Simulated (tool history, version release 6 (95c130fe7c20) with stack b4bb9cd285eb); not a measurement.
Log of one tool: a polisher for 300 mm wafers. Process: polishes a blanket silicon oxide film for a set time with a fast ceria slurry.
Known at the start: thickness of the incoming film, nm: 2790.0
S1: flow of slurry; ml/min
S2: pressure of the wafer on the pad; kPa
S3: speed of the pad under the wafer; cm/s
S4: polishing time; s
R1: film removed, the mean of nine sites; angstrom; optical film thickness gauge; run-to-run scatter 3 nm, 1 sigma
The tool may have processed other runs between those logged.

run,day,S1,S2,S3,S4,R1
1,0.000,265,21.4,96,31,5757.9
2,0.238,265,18.6,88,31,4719.1
3,0.412,265,16.5,82,31,3999.9
4,0.512,265,16.5,102,31,4597.7
5,0.662,325,16.5,102,31,4720.6
6,0.833,385,16.5,102,31,4686.2
7,1.038,385,15.2,94,31,4131.1
8,1.383,385,9.7,66,30,2005.9

Run 9 comes next. What will it give?
9,1.538,385,10.3,66,30,?

R1: 2137.6 angstrom
